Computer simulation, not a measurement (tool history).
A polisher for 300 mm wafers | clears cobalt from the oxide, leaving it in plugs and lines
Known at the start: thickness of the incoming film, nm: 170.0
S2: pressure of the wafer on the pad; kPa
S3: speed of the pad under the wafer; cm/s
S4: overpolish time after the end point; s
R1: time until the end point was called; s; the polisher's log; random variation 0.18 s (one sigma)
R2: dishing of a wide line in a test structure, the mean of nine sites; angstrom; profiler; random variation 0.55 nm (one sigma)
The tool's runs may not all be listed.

run 1 day=0 | flow_of_slurry_(ml/min)=175 S2=14.5 S3=112 S4=11 | R1=25.814 R2=374.02
run 2 day=0.271 | flow_of_slurry_(ml/min)=185 S2=15.2 S3=112 S4=10 | R1=24.527 R2=377.4
run 3 day=0.308 | flow_of_slurry_(ml/min)=190 S2=15.2 S3=112 S4=8 | R1=24.609 R2=330.27
run 4 day=0.588 | flow_of_slurry_(ml/min)=195 S2=15.2 S3=112 S4=8 | R1=24.405 R2=322.48
run 5 day=0.808 | flow_of_slurry_(ml/min)=210 S2=15.2 S3=112 S4=8 | R1=24.129 R2=327.02
run 6 day=1.025 | flow_of_slurry_(ml/min)=210 S2=15.2 S3=112 S4=5 | R1=24.075 R2=247.33
run 7 day=1.267 | flow_of_slurry_(ml/min)=210 S2=15.2 S3=112 S4=6 | R1=23.676 R2=280.48
run 8 day=1.554 | flow_of_slurry_(ml/min)=215 S2=15.2 S3=112 S4=6 | R1=23.953 R2=281.07

The next listed run, before its measurement:
run 9 day=1.758 | flow_of_slurry_(ml/min)=220 S2=15.2 S3=112 S4=6 | R1=? R2=?

Run 9 gave R1 23.989 s, R2 276.31 angstrom.
